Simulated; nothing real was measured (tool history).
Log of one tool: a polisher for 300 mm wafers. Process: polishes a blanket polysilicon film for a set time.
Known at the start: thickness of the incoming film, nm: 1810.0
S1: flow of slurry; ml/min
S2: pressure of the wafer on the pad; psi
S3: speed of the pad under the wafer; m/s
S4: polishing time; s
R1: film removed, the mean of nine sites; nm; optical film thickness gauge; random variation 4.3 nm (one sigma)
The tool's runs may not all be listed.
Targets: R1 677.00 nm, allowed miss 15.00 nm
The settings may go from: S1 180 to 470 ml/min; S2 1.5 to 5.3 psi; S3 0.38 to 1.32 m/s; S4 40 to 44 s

run,hour,S1,S2,S3,S4,R1
1,0.0,300,3.4,0.84,44,383.67
2,8.4,300,3.7,0.84,44,414.44
3,11.6,305,4.1,0.84,44,457.09
4,16.8,305,4.1,0.84,44,461.06
5,23.5,245,4.1,0.84,44,449.42
6,25.3,260,4.4,0.86,44,499.89
7,32.6,275,4.6,0.88,44,532.35
8,35.3,280,4.8,0.90,44,574.00
9,41.2,280,4.8,0.90,44,562.20
10,46.2,305,5.3,0.94,44,659.80

Which of these 4 next moves meets every target?
A,51.2,345,4.9,1.04,44,?
B,51.2,295,5.3,0.90,44,?
C,51.2,260,5.3,0.96,42,?
D,51.2,300,4.7,1.06,43,?

move,R1
A,673.79
B,625.07
C,629.11
D,637.68
A: meets every target
B: further off than the last run
C: further off than the last run
D: further off than the last run
Answer: A
